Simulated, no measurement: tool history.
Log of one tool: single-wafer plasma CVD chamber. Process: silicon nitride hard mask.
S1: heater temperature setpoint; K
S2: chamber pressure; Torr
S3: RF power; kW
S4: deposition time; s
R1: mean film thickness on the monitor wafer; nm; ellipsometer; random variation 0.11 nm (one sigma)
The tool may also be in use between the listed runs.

Run 1, hour 0.0: S1 688.15 K, S2 1.06 Torr, S3 0.245 kW, S4 62.1 s. Result: R1 53.753 nm.
Run 2, hour 8.5: S1 688.15 K, S2 1.06 Torr, S3 0.245 kW, S4 64.0 s. Result: R1 55.634 nm.
Run 3, hour 14.7: S1 688.15 K, S2 1.06 Torr, S3 0.245 kW, S4 62.1 s. Result: R1 53.957 nm.
Run 4, hour 20.1: S1 688.15 K, S2 1.06 Torr, S3 0.280 kW, S4 62.1 s. Result: R1 59.887 nm.
Run 5, hour 26.0: S1 689.15 K, S2 0.92 Torr, S3 0.240 kW, S4 62.1 s. Result: R1 50.069 nm.
Run 6, hour 30.7: S1 689.15 K, S2 0.92 Torr, S3 0.275 kW, S4 62.1 s. Result: R1 55.414 nm.
Run 7, hour 33.7: S1 690.15 K, S2 0.82 Torr, S3 0.245 kW, S4 62.1 s. Result: R1 48.123 nm.
Run 8, hour 38.1: S1 691.15 K, S2 0.76 Torr, S3 0.225 kW, S4 62.1 s. Result: R1 43.231 nm.
Run 9, hour 39.4: S1 694.15 K, S2 0.72 Torr, S3 0.220 kW, S4 62.1 s. Result: R1 41.161 nm.
Run 10, hour 40.5: S1 699.15 K, S2 0.69 Torr, S3 0.220 kW, S4 62.1 s. Result: R1 40.244 nm.
Run 11, hour 41.2: S1 702.15 K, S2 0.67 Torr, S3 0.220 kW, S4 62.1 s. Result: R1 39.362 nm.

Run 12 comes next. What will it give?
Run 12, hour 45.4: S1 710.15 K, S2 0.64 Torr, S3 0.210 kW, S4 62.1 s. Result: R1 ?.

Logged for run 12: R1 36.648 nm.
